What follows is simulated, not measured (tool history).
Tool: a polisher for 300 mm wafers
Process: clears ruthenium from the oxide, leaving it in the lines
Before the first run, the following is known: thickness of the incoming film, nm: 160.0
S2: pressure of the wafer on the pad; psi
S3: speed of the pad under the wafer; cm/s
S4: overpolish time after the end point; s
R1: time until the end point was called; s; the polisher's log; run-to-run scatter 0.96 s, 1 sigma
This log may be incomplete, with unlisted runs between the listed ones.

run 1 hour=0 | flow_of_slurry_(ml/min)=160 S2=1.9 S3=100 S4=5 | R1=146.01
run 2 hour=7.1 | flow_of_slurry_(ml/min)=160 S2=2.1 S3=100 S4=5 | R1=137.57
run 3 hour=11.1 | flow_of_slurry_(ml/min)=160 S2=2.3 S3=100 S4=5 | R1=123.82
run 4 hour=13.6 | flow_of_slurry_(ml/min)=160 S2=2.3 S3=84 S4=5 | R1=145.95
run 5 hour=14.1 | flow_of_slurry_(ml/min)=160 S2=2.3 S3=70 S4=5 | R1=174.03
run 6 hour=20.3 | flow_of_slurry_(ml/min)=165 S2=2.4 S3=76 S4=5 | R1=155.31
run 7 hour=26.8 | flow_of_slurry_(ml/min)=165 S2=2.5 S3=80 S4=5 | R1=144.12

Estimate the outcome of run 8 from the log above:
run 8 hour=30.2 | flow_of_slurry_(ml/min)=165 S2=2.6 S3=86 S4=5 | R1=?

Logged for run 8: R1 128.27 s.
